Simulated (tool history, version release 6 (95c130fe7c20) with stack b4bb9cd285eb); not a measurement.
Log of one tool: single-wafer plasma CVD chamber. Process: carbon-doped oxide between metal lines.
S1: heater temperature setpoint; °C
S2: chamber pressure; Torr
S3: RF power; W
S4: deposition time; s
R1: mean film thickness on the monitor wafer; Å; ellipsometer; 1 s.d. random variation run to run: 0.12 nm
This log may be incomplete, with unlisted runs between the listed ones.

run,hour,S1,S2,S3,S4,R1
1,0.0,365,5.06,625,6.57,372.86
2,4.6,365,5.06,625,6.57,375.21
3,8.9,365,4.20,625,6.57,363.35
4,15.5,366,4.07,615,6.57,360.22
# hour 24.0: capacitance manometer re-zeroed and calibrated
5,24.0,367,3.97,605,6.56,350.90
6,33.0,368,3.87,600,6.56,347.66
7,41.8,369,3.78,595,6.56,343.86

Predict the results of run 8:
8,48.7,370,3.70,595,6.56,?

{"run 8": {"R1": 339.68}}
